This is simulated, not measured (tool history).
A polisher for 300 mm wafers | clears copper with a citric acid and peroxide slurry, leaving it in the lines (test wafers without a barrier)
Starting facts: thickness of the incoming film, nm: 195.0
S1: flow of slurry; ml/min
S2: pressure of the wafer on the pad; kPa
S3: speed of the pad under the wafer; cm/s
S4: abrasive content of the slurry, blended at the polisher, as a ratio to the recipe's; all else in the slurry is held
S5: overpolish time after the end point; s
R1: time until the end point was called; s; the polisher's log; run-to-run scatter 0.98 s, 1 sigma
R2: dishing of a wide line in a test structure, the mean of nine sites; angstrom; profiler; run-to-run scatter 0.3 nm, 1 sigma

| run | hour | S1 | S2 | S3 | S4 | S5 | R1 | R2 |
|---|---|---|---|---|---|---|---|---|
| 1 | 0 | 200 | 20 | 108 | 1 | 16 | 79.137 | 276.1 |
| 2 | 0.9 | 200 | 20 | 108 | 1 | 15 | 80.609 | 256.88 |
| 3 | 7.8 | 200 | 15.2 | 108 | 1 | 15 | 98.984 | 216.57 |
| 4 | 12.8 | 200 | 15.9 | 108 | 1 | 15 | 95.413 | 224.87 |
| 5 | 21.2 | 200 | 12.4 | 108 | 1 | 15 | 111.1 | 194.14 |
| 6 | 27.2 | 205 | 13.8 | 108 | 1 | 15 | 104.48 | 202.28 |
| 7 | 33.5 | 210 | 14.5 | 108 | 1 | 15 | 98.73 | 213.51 |
| 8 | 37.3 | 225 | 14.5 | 108 | 1 | 15 | 97.104 | 211.38 |
| 9 | 43.1 | 235 | 15.2 | 108 | 1 | 15 | 95.614 | 221.03 |
| 10 | 49 | 240 | 15.9 | 108 | 1 | 15 | 92.225 | 221.94 |
| 11 | 50.7 | 245 | 16.5 | 108 | 1 | 15 | 91.83 | 230.36 |

Run 12 comes next. What will it give?
| 12 | 54.2 | 245 | 16.5 | 108 | 1 | 15 | ? | ? |

{"run 12": {"R1": 90.839, "R2": 239.55}}
